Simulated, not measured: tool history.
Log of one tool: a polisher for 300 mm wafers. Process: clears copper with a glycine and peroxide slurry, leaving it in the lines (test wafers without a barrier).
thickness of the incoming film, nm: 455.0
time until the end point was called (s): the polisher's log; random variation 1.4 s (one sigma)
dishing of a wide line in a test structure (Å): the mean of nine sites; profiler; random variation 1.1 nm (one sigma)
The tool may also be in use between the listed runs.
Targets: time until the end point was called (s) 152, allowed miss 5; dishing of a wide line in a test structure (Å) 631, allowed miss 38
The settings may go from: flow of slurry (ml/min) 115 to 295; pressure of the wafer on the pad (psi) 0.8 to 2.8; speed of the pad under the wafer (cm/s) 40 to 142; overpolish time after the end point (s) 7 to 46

run  hour  flow of slurry (ml/min)  pressure of the wafer on the pad (psi)  speed of the pad under the wafer (cm/s)  overpolish time after the end point (s)  time until the end point was called (s)  dishing of a wide line in a test structure (Å)
  1     0                      190                                     1.8                                       90                                       24                                   111.95                                          554.97
  2   6.5                      170                                     1.8                                       90                                       24                                   113.98                                          546.29
  3  10.3                      165                                     1.7                                       90                                       27                                   117.17                                          584.76
  4  18.8                      165                                     1.5                                       90                                       29                                   128.53                                          576.98
  5  24.2                      165                                     1.4                                       90                                       31                                   131.51                                          588.64
  6  26.1                      165                                     1.4                                      106                                       31                                   119.98                                          619.43
  7  27.8                      165                                     1.3                                      104                                       33                                   126.67                                          621.18
  8  36.8                      165                                     1.2                                      102                                       34                                   131.82                                          626.83
  9  43.2                      160                                     1.1                                      102                                       35                                   136.67                                          613.08
 10  44.9                      160                                       1                                      102                                       36                                   143.85                                          607.68
 11  53.8                      160                                       1                                      102                                       37                                   143.82                                          628.88

Which of these 5 next moves meets every target?
  A  62.7                      150                                     1.2                                      102                                       34                                        ?                                               ?
  B  62.7                      115                                     1.2                                       96                                       38                                        ?                                               ?
  C  62.7                      120                                     1.2                                      100                                       38                                        ?                                               ?
  D  62.7                      195                                     0.8                                      104                                       43                                        ?                                               ?
  E  62.7                      130                                       1                                      116                                       38                                        ?                                               ?

move  time until the end point was called (s)  dishing of a wide line in a test structure (Å)
   A                                   131.74                                          597.62
   B                                   140.51                                          620.48
   C                                   136.42                                          631.56
   D                                   152.07                                             629
   E                                    134.5                                          626.78
A: further off than the last run
B: further off than the last run
C: further off than the last run
D: meets every target
E: further off than the last run
Answer: D

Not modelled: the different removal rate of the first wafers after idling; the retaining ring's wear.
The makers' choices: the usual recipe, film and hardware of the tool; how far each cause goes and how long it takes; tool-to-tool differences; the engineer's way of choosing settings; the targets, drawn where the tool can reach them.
